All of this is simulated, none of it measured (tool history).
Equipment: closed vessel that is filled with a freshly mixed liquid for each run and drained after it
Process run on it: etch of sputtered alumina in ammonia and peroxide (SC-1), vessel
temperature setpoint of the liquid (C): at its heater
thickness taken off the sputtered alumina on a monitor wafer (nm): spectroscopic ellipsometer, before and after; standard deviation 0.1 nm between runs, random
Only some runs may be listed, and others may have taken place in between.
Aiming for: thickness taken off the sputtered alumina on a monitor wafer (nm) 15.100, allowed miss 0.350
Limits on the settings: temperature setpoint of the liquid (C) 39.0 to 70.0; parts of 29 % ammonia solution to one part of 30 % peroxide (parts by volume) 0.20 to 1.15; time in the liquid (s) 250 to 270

run	hour	temperature setpoint of the liquid (C)	parts of 29 % ammonia solution to one part of 30 % peroxide (parts by volume)	time in the liquid (s)	thickness taken off the sputtered alumina on a monitor wafer (nm)
1	0.0	55.0	0.65	250	13.250
2	6.9	55.5	0.65	250	13.587
3	8.9	55.5	0.55	250	13.409
4	9.8	59.0	0.55	250	15.996
5	11.8	53.0	0.55	250	11.728
6	15.5	54.0	0.55	250	12.448
7	19.4	54.5	0.55	250	12.703
8	28.4	55.0	0.55	250	13.149
9	33.4	55.5	0.55	250	13.502

4 next moves are on the table. One of them brings every result within its allowed miss. Which?
A	38.4	53.0	0.65	250	?
B	38.4	54.0	0.45	250	?
C	38.4	54.0	0.55	250	?
D	38.4	57.0	0.50	260	?

move	thickness taken off the sputtered alumina on a monitor wafer (nm)
A	12.007
B	12.235
C	12.470
D	15.064
A: misses by more than the last run did
B: misses by more than the last run did
C: misses by more than the last run did
D: all results land within tolerance of their targets
D is the move that brings every result within its allowed miss.
